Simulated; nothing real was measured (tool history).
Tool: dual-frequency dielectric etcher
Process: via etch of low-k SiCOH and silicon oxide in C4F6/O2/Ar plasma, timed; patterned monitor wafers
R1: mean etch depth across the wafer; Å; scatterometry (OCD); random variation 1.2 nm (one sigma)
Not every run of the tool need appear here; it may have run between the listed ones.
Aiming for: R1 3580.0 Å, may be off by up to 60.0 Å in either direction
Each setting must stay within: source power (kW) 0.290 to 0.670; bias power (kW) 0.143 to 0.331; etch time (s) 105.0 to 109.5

run 1 hour=0.0 | source_power_(kW)=0.480 bias_power_(kW)=0.237 etch_time_(s)=105.0 | R1=3308.9
run 2 hour=7.8 | source_power_(kW)=0.500 bias_power_(kW)=0.239 etch_time_(s)=105.0 | R1=3365.6
run 3 hour=10.1 | source_power_(kW)=0.520 bias_power_(kW)=0.240 etch_time_(s)=105.0 | R1=3456.8
run 4 hour=12.9 | source_power_(kW)=0.470 bias_power_(kW)=0.240 etch_time_(s)=105.0 | R1=3275.6
run 5 hour=13.7 | source_power_(kW)=0.410 bias_power_(kW)=0.240 etch_time_(s)=105.0 | R1=3061.3
run 6 hour=16.1 | source_power_(kW)=0.410 bias_power_(kW)=0.256 etch_time_(s)=105.0 | R1=3129.2
run 7 hour=22.9 | source_power_(kW)=0.440 bias_power_(kW)=0.258 etch_time_(s)=105.0 | R1=3234.6
run 8 hour=25.5 | source_power_(kW)=0.460 bias_power_(kW)=0.259 etch_time_(s)=105.0 | R1=3340.3
run 9 hour=31.7 | source_power_(kW)=0.470 bias_power_(kW)=0.260 etch_time_(s)=105.0 | R1=3397.4
run 10 hour=39.6 | source_power_(kW)=0.480 bias_power_(kW)=0.260 etch_time_(s)=105.0 | R1=3422.4
run 11 hour=48.0 | source_power_(kW)=0.490 bias_power_(kW)=0.260 etch_time_(s)=105.0 | R1=3445.4
run 12 hour=54.3 | source_power_(kW)=0.500 bias_power_(kW)=0.260 etch_time_(s)=105.0 | R1=3483.7
run 13 hour=56.6 | source_power_(kW)=0.510 bias_power_(kW)=0.260 etch_time_(s)=105.0 | R1=3518.8

Below are 4 possible settings for the next run. Only one of them brings all results inside the allowed miss of their targets. Which is it?
run A hour=58.9 | source_power_(kW)=0.480 bias_power_(kW)=0.266 etch_time_(s)=109.0 | R1=?
run B hour=58.9 | source_power_(kW)=0.480 bias_power_(kW)=0.254 etch_time_(s)=107.0 | R1=?
run C hour=58.9 | source_power_(kW)=0.570 bias_power_(kW)=0.209 etch_time_(s)=105.0 | R1=?
run D hour=58.9 | source_power_(kW)=0.450 bias_power_(kW)=0.272 etch_time_(s)=105.0 | R1=?

move=A R1=3589.8
move=B R1=3464.6
move=C R1=3459.0
move=D R1=3371.0
A: hits every target within its allowed miss
B: misses by more than the last run did
C: misses by more than the last run did
D: misses by more than the last run did
Correct choice: A, which meets every target
